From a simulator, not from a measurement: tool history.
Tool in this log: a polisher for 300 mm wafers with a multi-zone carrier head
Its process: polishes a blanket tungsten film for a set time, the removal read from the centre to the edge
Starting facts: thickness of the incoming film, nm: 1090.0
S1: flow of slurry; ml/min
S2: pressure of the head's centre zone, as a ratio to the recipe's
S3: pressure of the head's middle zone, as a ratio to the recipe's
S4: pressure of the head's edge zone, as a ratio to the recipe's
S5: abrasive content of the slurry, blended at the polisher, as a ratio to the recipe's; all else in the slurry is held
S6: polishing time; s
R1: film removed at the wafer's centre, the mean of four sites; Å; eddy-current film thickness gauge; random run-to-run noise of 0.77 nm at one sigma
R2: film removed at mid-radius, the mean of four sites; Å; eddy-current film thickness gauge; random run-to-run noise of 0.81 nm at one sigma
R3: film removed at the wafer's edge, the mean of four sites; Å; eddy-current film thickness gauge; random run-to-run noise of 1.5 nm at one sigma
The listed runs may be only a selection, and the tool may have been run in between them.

{"run": 1, "day": 0.0, "S1": 235, "S2": 1, "S3": 1, "S4": 1, "S5": 1, "S6": 34, "R1": 1534.7, "R2": 1558.7, "R3": 1636.2}
{"run": 2, "day": 0.046, "S1": 210, "S2": 1, "S3": 1, "S4": 1, "S5": 1, "S6": 34, "R1": 1532.9, "R2": 1526.1, "R3": 1620.5}
{"run": 3, "day": 0.225, "S1": 210, "S2": 0.96, "S3": 0.97, "S4": 0.99, "S5": 0.85, "S6": 32, "R1": 1321.3, "R2": 1344.7, "R3": 1452.8}
{"run": 4, "day": 0.412, "S1": 210, "S2": 0.96, "S3": 0.97, "S4": 0.93, "S5": 0.85, "S6": 32, "R1": 1330.6, "R2": 1349.4, "R3": 1399.7}
{"run": 5, "day": 0.442, "S1": 210, "S2": 0.96, "S3": 0.97, "S4": 1, "S5": 0.85, "S6": 32, "R1": 1308.4, "R2": 1344.5, "R3": 1463.6}
{"run": 6, "day": 0.742, "S1": 205, "S2": 0.93, "S3": 0.94, "S4": 0.98, "S5": 0.75, "S6": 31, "R1": 1196.7, "R2": 1237.6, "R3": 1376.1}
{"run": 7, "day": 0.925, "S1": 180, "S2": 0.83, "S3": 0.85, "S4": 0.88, "S5": 0.5, "S6": 28, "R1": 842.39, "R2": 894.47, "R3": 1041}
{"run": 8, "day": 1.283, "S1": 205, "S2": 0.84, "S3": 0.86, "S4": 0.9, "S5": 0.5, "S6": 28, "R1": 899.33, "R2": 924.85, "R3": 1072.8}

Expected results for the next run?
{"run": 9, "day": 1.4, "S1": 215, "S2": 0.84, "S3": 0.87, "S4": 0.92, "S5": 0.5, "S6": 28, "R1": "?", "R2": "?", "R3": "?"}

{"run 9": {"R1": 906.68, "R2": 940.63, "R3": 1055.3}}

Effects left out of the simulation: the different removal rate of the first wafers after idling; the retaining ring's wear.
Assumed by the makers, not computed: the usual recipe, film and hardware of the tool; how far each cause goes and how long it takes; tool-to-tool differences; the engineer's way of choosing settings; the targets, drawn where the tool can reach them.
